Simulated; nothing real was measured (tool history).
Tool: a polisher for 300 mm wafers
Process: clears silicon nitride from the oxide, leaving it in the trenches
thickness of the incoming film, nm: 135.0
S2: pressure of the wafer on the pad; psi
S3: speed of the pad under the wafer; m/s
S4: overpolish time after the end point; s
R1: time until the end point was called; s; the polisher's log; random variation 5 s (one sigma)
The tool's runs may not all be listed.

Run 1, hour 0.0: flow of slurry (ml/min) 270, S2 2.6 psi, S3 1.00 m/s, S4 27 s. Result: R1 213.78 s.
Run 2, hour 7.3: flow of slurry (ml/min) 335, S2 2.6 psi, S3 1.00 m/s, S4 27 s. Result: R1 201.22 s.
Run 3, hour 11.2: flow of slurry (ml/min) 335, S2 2.6 psi, S3 1.16 m/s, S4 27 s. Result: R1 176.03 s.
Run 4, hour 12.6: flow of slurry (ml/min) 335, S2 2.6 psi, S3 1.16 m/s, S4 29 s. Result: R1 174.05 s.
Run 5, hour 15.9: flow of slurry (ml/min) 335, S2 3.1 psi, S3 1.16 m/s, S4 29 s. Result: R1 143.63 s.
Run 6, hour 24.3: flow of slurry (ml/min) 335, S2 3.1 psi, S3 1.40 m/s, S4 29 s. Result: R1 121.00 s.
Run 7, hour 26.9: flow of slurry (ml/min) 325, S2 2.4 psi, S3 1.30 m/s, S4 29 s. Result: R1 175.18 s.
Run 8, hour 29.5: flow of slurry (ml/min) 315, S2 2.0 psi, S3 1.28 m/s, S4 29 s. Result: R1 204.22 s.

Forecast run 9:
Run 9, hour 31.3: flow of slurry (ml/min) 305, S2 1.7 psi, S3 1.24 m/s, S4 29 s. Result: R1 ?.

{"run 9": {"R1": 245.65}}
